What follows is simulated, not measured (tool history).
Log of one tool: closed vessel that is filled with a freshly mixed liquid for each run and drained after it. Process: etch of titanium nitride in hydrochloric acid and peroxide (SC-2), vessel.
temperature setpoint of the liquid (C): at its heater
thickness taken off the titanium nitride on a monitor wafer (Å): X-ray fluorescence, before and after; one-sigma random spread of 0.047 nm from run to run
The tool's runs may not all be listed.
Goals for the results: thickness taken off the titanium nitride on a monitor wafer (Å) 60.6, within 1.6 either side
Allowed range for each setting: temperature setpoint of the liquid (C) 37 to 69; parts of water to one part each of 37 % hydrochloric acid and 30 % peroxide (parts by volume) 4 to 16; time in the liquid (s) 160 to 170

| run | hour | temperature setpoint of the liquid (C) | parts of water to one part each of 37 % hydrochloric acid and 30 % peroxide (parts by volume) | time in the liquid (s) | thickness taken off the titanium nitride on a monitor wafer (Å) |
|---|---|---|---|---|---|
| 1 | 0 | 53 | 9 | 160 | 97.791 |
| 2 | 5 | 53 | 9 | 160 | 96.625 |
| 3 | 9.6 | 51.5 | 9 | 160 | 87.459 |
| 4 | 17.5 | 51.5 | 7.5 | 160 | 102.69 |
| 5 | 20.1 | 49.5 | 7.5 | 160 | 89.743 |
| 6 | 24.3 | 49.5 | 9.5 | 160 | 74.572 |
| 7 | 33.4 | 48.5 | 9.5 | 160 | 69.241 |
| 8 | 38.8 | 48 | 9.5 | 160 | 66.843 |
| 9 | 39.7 | 47.5 | 9.5 | 160 | 63.787 |
| 10 | 48.3 | 47 | 9.5 | 160 | 63.056 |

Which single option among these 5 for the next run brings every result within its allowed miss of target? Just one does.
| A | 56.9 | 46.5 | 10.5 | 165 | ? |
| B | 56.9 | 46.5 | 9 | 165 | ? |
| C | 56.9 | 45.5 | 9 | 165 | ? |
| D | 56.9 | 46.5 | 8.5 | 160 | ? |
| E | 56.9 | 49.5 | 11.5 | 165 | ? |

| move | thickness taken off the titanium nitride on a monitor wafer (Å) |
|---|---|
| A | 57.963 |
| B | 65.867 |
| C | 61.515 |
| D | 66.913 |
| E | 65.718 |
A: takes the biggest miss from the last run beyond its target
B: lands further from the targets than the last run did
C: hits every target within its allowed miss
D: lands further from the targets than the last run did
E: lands further from the targets than the last run did
C is the move that brings every result within its allowed miss.
